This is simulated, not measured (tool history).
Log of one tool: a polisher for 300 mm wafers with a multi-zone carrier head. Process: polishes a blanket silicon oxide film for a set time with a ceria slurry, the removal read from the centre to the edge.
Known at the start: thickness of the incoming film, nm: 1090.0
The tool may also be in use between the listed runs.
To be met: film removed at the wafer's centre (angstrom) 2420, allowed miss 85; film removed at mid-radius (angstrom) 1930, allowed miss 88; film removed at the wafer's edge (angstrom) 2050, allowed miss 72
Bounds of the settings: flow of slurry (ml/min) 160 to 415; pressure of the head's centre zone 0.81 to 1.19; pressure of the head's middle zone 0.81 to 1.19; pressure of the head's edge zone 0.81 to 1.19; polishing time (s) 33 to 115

run    day  flow of slurry (ml/min)  pressure of the head's centre zone  pressure of the head's middle zone  pressure of the head's edge zone  polishing time (s)  film removed at the wafer's centre (angstrom)  film removed at mid-radius (angstrom)  film removed at the wafer's edge (angstrom)
  1      0                      265                                   1                                   1                                 1                  73                                         3384.6                                 3252.1                                       3292.2
  2  0.133                      265                                1.02                                0.97                              0.97                  66                                         3173.2                                 2842.5                                       2972.2
  3  0.446                      265                                0.94                                0.97                              0.97                  66                                         2951.7                                 2883.2                                       2984.2
  4  0.479                      265                                0.97                                0.96                              0.94                  60                                           2785                                 2594.3                                       2601.3
  5  0.596                      260                                0.97                                0.93                              0.92                  58                                         2602.5                                   2423                                       2559.8
  6  0.783                      265                                   1                                0.92                               0.9                  55                                           2557                                 2321.5                                       2404.5
  7    1.1                      265                                1.03                                0.91                              0.88                  53                                         2570.3                                 2165.3                                         2279
  8   1.35                      260                                1.03                                 0.9                              0.86                  52                                         2462.1                                 2108.9                                       2186.4
  9  1.688                      255                                1.04                                0.89                              0.85                  52                                         2493.3                                 2158.8                                       2200.5
 10  1.904                      260                                1.05                                0.88                              0.85                  51                                         2473.5                                 2090.4                                       2166.7
 11  2.271                      260                                1.06                                0.87                              0.84                  50                                           2466                                 2045.2                                       2100.6

Which of these 5 next moves meets every target?
  A  2.638                      270                                 1.1                                1.01                              0.81                  48                                              ?                                      ?                                            ?
  B  2.638                      240                                1.05                                0.81                              0.95                  50                                              ?                                      ?                                            ?
  C  2.638                      225                                1.05                                0.87                              0.82                  53                                              ?                                      ?                                            ?
  D  2.638                      220                                1.07                                0.84                              0.84                  50                                              ?                                      ?                                            ?
  E  2.638                      295                                1.07                                0.97                              0.81                  52                                              ?                                      ?                                            ?

move  film removed at the wafer's centre (angstrom)  film removed at mid-radius (angstrom)  film removed at the wafer's edge (angstrom)
   A                                         2458.9                                 2098.4                                       2010.5
   B                                         2401.5                                   1870                                       2230.8
   C                                         2520.9                                 2054.1                                       2195.3
   D                                         2414.5                                 1889.1                                       2088.7
   E                                         2618.6                                 2235.7                                       2195.4
A: further off than the last run
B: brings the result that was furthest off to its target, and leaves another outside
C: further off than the last run
D: meets every target
E: further off than the last run
The right move is D.
